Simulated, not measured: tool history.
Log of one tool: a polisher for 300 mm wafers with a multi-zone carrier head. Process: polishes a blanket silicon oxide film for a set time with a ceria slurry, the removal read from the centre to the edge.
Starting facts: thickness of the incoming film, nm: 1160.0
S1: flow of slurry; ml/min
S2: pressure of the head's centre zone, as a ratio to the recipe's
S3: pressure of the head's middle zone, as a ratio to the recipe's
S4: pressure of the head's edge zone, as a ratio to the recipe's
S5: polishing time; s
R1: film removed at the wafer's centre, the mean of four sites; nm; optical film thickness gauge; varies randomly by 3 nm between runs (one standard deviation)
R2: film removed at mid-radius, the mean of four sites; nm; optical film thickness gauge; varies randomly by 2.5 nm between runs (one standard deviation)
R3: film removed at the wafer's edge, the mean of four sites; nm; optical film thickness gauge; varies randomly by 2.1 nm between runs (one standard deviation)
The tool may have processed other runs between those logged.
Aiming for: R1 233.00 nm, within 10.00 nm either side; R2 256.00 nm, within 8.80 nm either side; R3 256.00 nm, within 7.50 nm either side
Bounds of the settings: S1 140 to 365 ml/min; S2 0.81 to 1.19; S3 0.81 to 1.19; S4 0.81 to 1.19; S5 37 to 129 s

run 1 hour=0.0 | S1=235 S2=1.00 S3=1.00 S4=1.00 S5=83 | R1=369.07 R2=360.11 R3=372.98
run 2 hour=0.8 | S1=230 S2=0.96 S3=0.99 S4=0.96 S5=75 | R1=312.82 R2=316.87 R3=324.49
run 3 hour=8.0 | S1=230 S2=1.02 S3=0.99 S4=0.96 S5=75 | R1=330.15 R2=325.51 R3=324.91
run 4 hour=11.5 | S1=220 S2=0.97 S3=0.98 S4=0.92 S5=72 | R1=301.03 R2=296.50 R3=307.41
run 5 hour=15.6 | S1=220 S2=0.97 S3=0.98 S4=0.92 S5=89 | R1=371.87 R2=379.50 R3=376.56
run 6 hour=22.4 | S1=220 S2=0.97 S3=0.98 S4=0.92 S5=110 | R1=465.67 R2=463.71 R3=465.63
run 7 hour=27.2 | S1=210 S2=0.94 S3=0.97 S4=0.89 S5=95 | R1=386.46 R2=389.20 R3=399.64
run 8 hour=30.7 | S1=215 S2=0.93 S3=0.99 S4=0.89 S5=82 | R1=333.43 R2=350.10 R3=340.63
run 9 hour=35.7 | S1=220 S2=0.90 S3=0.98 S4=0.88 S5=74 | R1=285.51 R2=313.07 R3=309.61
run 10 hour=41.9 | S1=220 S2=0.90 S3=0.97 S4=0.87 S5=69 | R1=265.66 R2=290.50 R3=285.99
run 11 hour=48.1 | S1=220 S2=0.89 S3=0.96 S4=0.86 S5=67 | R1=258.63 R2=275.15 R3=271.34
run 12 hour=53.1 | S1=220 S2=0.87 S3=0.95 S4=0.85 S5=67 | R1=252.07 R2=279.29 R3=276.69
run 13 hour=55.1 | S1=215 S2=0.87 S3=0.94 S4=0.84 S5=66 | R1=244.99 R2=267.98 R3=268.05
run 14 hour=60.1 | S1=210 S2=0.87 S3=0.94 S4=0.83 S5=66 | R1=247.65 R2=270.07 R3=264.53
run 15 hour=62.5 | S1=205 S2=0.86 S3=0.93 S4=0.83 S5=66 | R1=245.25 R2=263.00 R3=265.55

Exactly one of the 4 candidate moves below puts every result within its allowed miss. Which one?
run A hour=64.9 | S1=275 S2=0.93 S3=0.92 S4=0.90 S5=64 | R1=? R2=? R3=?
run B hour=64.9 | S1=210 S2=0.97 S3=0.96 S4=0.81 S5=65 | R1=? R2=? R3=?
run C hour=64.9 | S1=190 S2=0.87 S3=0.94 S4=0.83 S5=64 | R1=? R2=? R3=?
run D hour=64.9 | S1=205 S2=0.90 S3=0.86 S4=0.88 S5=67 | R1=? R2=? R3=?

move=A R1=264.23 R2=267.89 R3=273.92
move=B R1=271.08 R2=273.34 R3=259.47
move=C R1=235.83 R2=261.49 R3=255.90
move=D R1=258.08 R2=257.52 R3=277.25
A: further off than the last run
B: corrects the largest miss of the last run, while another result sits out of spec
C: all results in spec
D: further off than the last run
Answer: C
